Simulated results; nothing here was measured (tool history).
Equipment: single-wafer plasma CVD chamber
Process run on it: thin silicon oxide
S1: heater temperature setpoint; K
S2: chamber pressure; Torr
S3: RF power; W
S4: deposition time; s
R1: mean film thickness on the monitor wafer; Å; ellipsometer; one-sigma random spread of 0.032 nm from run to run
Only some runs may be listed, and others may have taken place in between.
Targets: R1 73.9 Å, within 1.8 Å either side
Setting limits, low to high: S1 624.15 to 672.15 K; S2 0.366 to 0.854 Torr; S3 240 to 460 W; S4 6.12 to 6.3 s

run 1 hour=0 | S1=648.15 S2=0.61 S3=350 S4=6.12 | R1=91.233
run 2 hour=4.4 | S1=643.15 S2=0.61 S3=350 S4=6.12 | R1=91.827
run 3 hour=8.2 | S1=635.15 S2=0.61 S3=350 S4=6.12 | R1=92.253
run 4 hour=13.5 | S1=625.15 S2=0.61 S3=350 S4=6.12 | R1=93.035
run 5 hour=15.1 | S1=625.15 S2=0.571 S3=350 S4=6.12 | R1=87.502
run 6 hour=22.2 | S1=634.15 S2=0.571 S3=350 S4=6.12 | R1=87.132
run 7 hour=27.8 | S1=634.15 S2=0.54 S3=350 S4=6.12 | R1=81.934
run 8 hour=29.9 | S1=634.15 S2=0.522 S3=350 S4=6.12 | R1=78.986
run 9 hour=37.5 | S1=634.15 S2=0.511 S3=350 S4=6.12 | R1=77.424
run 10 hour=42.4 | S1=634.15 S2=0.503 S3=350 S4=6.12 | R1=76.049

Which single option among these 5 for the next run brings every result within its allowed miss of target? Just one does.
run A hour=47.3 | S1=649.15 S2=0.537 S3=310 S4=6.3 | R1=?
run B hour=47.3 | S1=630.15 S2=0.508 S3=350 S4=6.18 | R1=?
run C hour=47.3 | S1=635.15 S2=0.426 S3=380 S4=6.3 | R1=?
run D hour=47.3 | S1=633.15 S2=0.578 S3=305 S4=6.12 | R1=?
run E hour=47.3 | S1=632.15 S2=0.467 S3=380 S4=6.12 | R1=?

move=A R1=77.335
move=B R1=78.202
move=C R1=69.612
move=D R1=80.698
move=E R1=74.401
A: moves away from the targets compared with the last run
B: moves away from the targets compared with the last run
C: carries the result that was furthest off beyond its target, to the other side
D: moves away from the targets compared with the last run
E: all results land within tolerance of their targets
Correct choice: E, which meets every target

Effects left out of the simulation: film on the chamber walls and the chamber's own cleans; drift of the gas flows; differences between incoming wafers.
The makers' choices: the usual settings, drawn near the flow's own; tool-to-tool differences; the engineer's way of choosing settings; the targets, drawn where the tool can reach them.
